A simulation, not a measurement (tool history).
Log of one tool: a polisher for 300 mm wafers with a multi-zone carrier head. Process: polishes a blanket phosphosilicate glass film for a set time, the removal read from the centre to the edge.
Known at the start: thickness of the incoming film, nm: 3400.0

| run | hour | flow of slurry (ml/min) | pressure of the head's centre zone | pressure of the head's middle zone | pressure of the head's edge zone | abrasive content of the slurry | polishing time (s) | film removed at the wafer's centre (Å) | film removed at mid-radius (Å) | film removed at the wafer's edge (Å) |
|---|---|---|---|---|---|---|---|---|---|---|
| 1 | 0.0 | 195 | 1.00 | 1.00 | 1.00 | 1.0 | 71 | 5350.6 | 5440.1 | 5107.2 |
| 2 | 4.6 | 195 | 1.03 | 1.00 | 1.00 | 1.0 | 71 | 5660.5 | 5361.8 | 5187.6 |
| 3 | 11.3 | 205 | 1.05 | 1.00 | 1.03 | 1.0 | 71 | 5763.1 | 5401.5 | 5286.5 |
| 4 | 19.0 | 210 | 1.07 | 0.99 | 1.06 | 1.0 | 71 | 6036.5 | 5345.7 | 5333.5 |
| 5 | 21.9 | 210 | 1.07 | 1.03 | 1.06 | 1.0 | 71 | 6103.0 | 5527.3 | 5372.3 |
| 6 | 26.9 | 210 | 1.07 | 1.03 | 1.06 | 1.1 | 71 | 6120.0 | 5789.4 | 5589.2 |
| 7 | 31.8 | 210 | 1.09 | 1.01 | 1.08 | 1.1 | 71 | 6247.6 | 5706.2 | 5518.9 |
| 8 | 35.9 | 220 | 1.09 | 0.97 | 1.10 | 1.1 | 72 | 6372.8 | 5513.0 | 5759.7 |

Run 9 comes next. What will it give?
| 9 | 40.8 | 225 | 1.10 | 0.96 | 1.11 | 1.1 | 72 | ? | ? | ? |

{"run 9": {"film removed at the wafer's centre (Å)": 6489.8, "film removed at mid-radius (Å)": 5632.6, "film removed at the wafer's edge (Å)": 5928.0}}
